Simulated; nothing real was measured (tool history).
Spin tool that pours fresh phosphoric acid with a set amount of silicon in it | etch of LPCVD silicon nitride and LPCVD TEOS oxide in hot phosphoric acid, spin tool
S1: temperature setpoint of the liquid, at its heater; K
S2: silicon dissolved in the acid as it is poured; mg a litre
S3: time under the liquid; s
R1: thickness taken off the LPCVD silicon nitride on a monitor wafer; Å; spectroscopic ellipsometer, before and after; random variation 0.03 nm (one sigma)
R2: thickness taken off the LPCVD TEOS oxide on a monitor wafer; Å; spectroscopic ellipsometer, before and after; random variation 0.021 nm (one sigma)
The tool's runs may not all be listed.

{"run": 1, "day": 0.0, "S1": 436.15, "S2": 17.5, "S3": 120, "R1": 109.02, "R2": 2.5031}
{"run": 2, "day": 0.192, "S1": 436.15, "S2": 17.5, "S3": 170, "R1": 156.29, "R2": 3.5756}
{"run": 3, "day": 0.35, "S1": 435.65, "S2": 15.5, "S3": 155, "R1": 137.34, "R2": 3.884}
{"run": 4, "day": 0.65, "S1": 435.15, "S2": 15.5, "S3": 140, "R1": 122.87, "R2": 2.4042}
{"run": 5, "day": 0.867, "S1": 435.15, "S2": 23.5, "S3": 140, "R1": 122.31, "R2": 2.2254}
{"run": 6, "day": 1.242, "S1": 435.15, "S2": 19.5, "S3": 140, "R1": 123.27, "R2": 3.006}
{"run": 7, "day": 1.583, "S1": 434.65, "S2": 18, "S3": 125, "R1": 108.92, "R2": 2.4748}
{"run": 8, "day": 1.629, "S1": 434.65, "S2": 16, "S3": 115, "R1": 99.19, "R2": 2.4916}
{"run": 9, "day": 1.683, "S1": 434.15, "S2": 15, "S3": 105, "R1": 89.522, "R2": 2.0167}
{"run": 10, "day": 1.758, "S1": 434.15, "S2": 13.5, "S3": 100, "R1": 84.56, "R2": 2.1335}
{"run": 11, "day": 1.938, "S1": 433.65, "S2": 12, "S3": 95, "R1": 79.642, "R2": 1.86}
{"run": 12, "day": 2.046, "S1": 433.65, "S2": 10.5, "S3": 90, "R1": 75.487, "R2": 2.1039}
{"run": 13, "day": 2.304, "S1": 433.65, "S2": 9.5, "S3": 85, "R1": 71.266, "R2": 2.0001}
{"run": 14, "day": 2.583, "S1": 433.65, "S2": 8.5, "S3": 80, "R1": 66.994, "R2": 1.8688}
{"run": 15, "day": 2.95, "S1": 433.65, "S2": 7.5, "S3": 75, "R1": 61.996, "R2": 1.9652}
{"run": 16, "day": 3.217, "S1": 433.65, "S2": 7, "S3": 75, "R1": 63.012, "R2": 1.8527}
{"run": 17, "day": 3.45, "S1": 433.65, "S2": 6, "S3": 75, "R1": 63.025, "R2": 1.7343}

Run 18 comes next. What will it give?
{"run": 18, "day": 3.762, "S1": 433.65, "S2": 5.5, "S3": 75, "R1": "?", "R2": "?"}

Run 18 gave R1 63.336 Å, R2 1.9758 Å.
